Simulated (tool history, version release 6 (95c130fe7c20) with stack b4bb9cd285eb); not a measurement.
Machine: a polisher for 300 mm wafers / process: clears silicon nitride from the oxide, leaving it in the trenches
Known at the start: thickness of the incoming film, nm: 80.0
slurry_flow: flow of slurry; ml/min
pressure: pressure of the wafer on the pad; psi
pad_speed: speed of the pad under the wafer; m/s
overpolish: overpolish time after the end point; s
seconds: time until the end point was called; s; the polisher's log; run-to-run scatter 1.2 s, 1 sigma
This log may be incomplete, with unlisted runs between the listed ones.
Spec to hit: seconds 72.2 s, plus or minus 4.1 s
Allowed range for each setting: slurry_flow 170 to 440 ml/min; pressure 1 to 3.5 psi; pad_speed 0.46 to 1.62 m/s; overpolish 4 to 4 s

{"run": 1, "day": 0.0, "slurry_flow": 280, "pressure": 2.2, "pad_speed": 1.04, "overpolish": 4, "seconds": 95.162}
{"run": 2, "day": 0.042, "slurry_flow": 280, "pressure": 2.3, "pad_speed": 1.04, "overpolish": 4, "seconds": 91.799}
{"run": 3, "day": 0.408, "slurry_flow": 280, "pressure": 1.8, "pad_speed": 1.04, "overpolish": 4, "seconds": 115.67}
{"run": 4, "day": 0.746, "slurry_flow": 280, "pressure": 1.9, "pad_speed": 1.04, "overpolish": 4, "seconds": 107.32}
{"run": 5, "day": 1.108, "slurry_flow": 280, "pressure": 2.3, "pad_speed": 1.04, "overpolish": 4, "seconds": 92.821}
{"run": 6, "day": 1.3, "slurry_flow": 350, "pressure": 2.3, "pad_speed": 1.04, "overpolish": 4, "seconds": 92.975}
{"run": 7, "day": 1.342, "slurry_flow": 350, "pressure": 2.4, "pad_speed": 1.04, "overpolish": 4, "seconds": 87.08}
{"run": 8, "day": 1.521, "slurry_flow": 350, "pressure": 2.6, "pad_speed": 1.06, "overpolish": 4, "seconds": 81.66}

Which one of the following 4 next-run settings gets every result inside its allowed miss? There is exactly one.
{"run": "A", "day": 1.7, "slurry_flow": 345, "pressure": 2.4, "pad_speed": 1.14, "overpolish": 4, "seconds": "?"}
{"run": "B", "day": 1.7, "slurry_flow": 360, "pressure": 2.5, "pad_speed": 1.2, "overpolish": 4, "seconds": "?"}
{"run": "C", "day": 1.7, "slurry_flow": 375, "pressure": 2.6, "pad_speed": 0.9, "overpolish": 4, "seconds": "?"}
{"run": "D", "day": 1.7, "slurry_flow": 360, "pressure": 2.6, "pad_speed": 1.06, "overpolish": 4, "seconds": "?"}

move=A seconds=79.266
move=B seconds=72.424
move=C seconds=92.095
move=D seconds=78.852
A: moves toward the targets from the last run without getting all of them in spec
B: in spec on every target
C: lands further from the targets than the last run did
D: moves toward the targets from the last run without getting all of them in spec
Answer: B
